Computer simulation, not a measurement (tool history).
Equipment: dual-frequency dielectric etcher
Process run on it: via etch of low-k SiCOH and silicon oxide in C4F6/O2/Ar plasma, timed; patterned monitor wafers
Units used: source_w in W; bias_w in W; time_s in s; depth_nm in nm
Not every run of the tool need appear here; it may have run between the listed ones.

run,hour,source_w,bias_w,time_s,depth_nm
1,0,450,192,53.5,165.83
2,2.5,450,209,53.5,172.26
3,11.2,450,176,53.5,161.42
4,17.9,440,175,53.5,159.86
5,22.9,430,174,53.5,158.72
6,28.6,430,174,49,145.95

Run 7 is up next; what results do you expect?
7,34.6,440,175,49,?

For run 7 the tool returned depth_nm 146.74 nm.
